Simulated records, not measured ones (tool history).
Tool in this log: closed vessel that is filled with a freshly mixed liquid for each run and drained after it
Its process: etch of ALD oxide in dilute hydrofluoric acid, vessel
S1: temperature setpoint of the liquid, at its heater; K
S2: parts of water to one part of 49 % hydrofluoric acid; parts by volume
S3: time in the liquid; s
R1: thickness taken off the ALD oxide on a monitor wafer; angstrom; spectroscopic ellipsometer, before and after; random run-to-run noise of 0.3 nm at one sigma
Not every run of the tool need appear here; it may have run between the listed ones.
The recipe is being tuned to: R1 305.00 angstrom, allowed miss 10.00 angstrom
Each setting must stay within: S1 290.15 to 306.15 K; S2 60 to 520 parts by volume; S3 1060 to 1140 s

{"run": 1, "hour": 0.0, "S1": 298.15, "S2": 290, "S3": 1060, "R1": 444.72}
{"run": 2, "hour": 4.5, "S1": 300.15, "S2": 290, "S3": 1060, "R1": 478.1}
{"run": 3, "hour": 8.0, "S1": 298.15, "S2": 295, "S3": 1060, "R1": 438.78}
{"run": 4, "hour": 9.8, "S1": 296.65, "S2": 300, "S3": 1060, "R1": 409.21}
{"run": 5, "hour": 17.5, "S1": 295.65, "S2": 305, "S3": 1060, "R1": 384.25}
{"run": 6, "hour": 19.1, "S1": 294.65, "S2": 310, "S3": 1060, "R1": 364.46}
{"run": 7, "hour": 20.2, "S1": 293.65, "S2": 315, "S3": 1060, "R1": 343.57}
{"run": 8, "hour": 26.9, "S1": 293.15, "S2": 315, "S3": 1060, "R1": 339.04}
{"run": 9, "hour": 31.1, "S1": 292.65, "S2": 315, "S3": 1060, "R1": 332.81}

Exercise: of the 4 proposed moves below, exactly one satisfies all targets within the stated allowed misses. Which move is it?
{"run": "A", "hour": 35.3, "S1": 294.15, "S2": 360, "S3": 1095, "R1": "?"}
{"run": "B", "hour": 35.3, "S1": 292.15, "S2": 350, "S3": 1060, "R1": "?"}
{"run": "C", "hour": 35.3, "S1": 293.65, "S2": 345, "S3": 1140, "R1": "?"}
{"run": "D", "hour": 35.3, "S1": 293.65, "S2": 320, "S3": 1060, "R1": "?"}

move=A R1=308.17
move=B R1=288.28
move=C R1=333.26
move=D R1=341.51
A: all results in spec
B: the result that was furthest off in the last run now lies on the other side of its target
C: roughly where the last run was
D: the biggest miss grows against the last run
A meets every target.
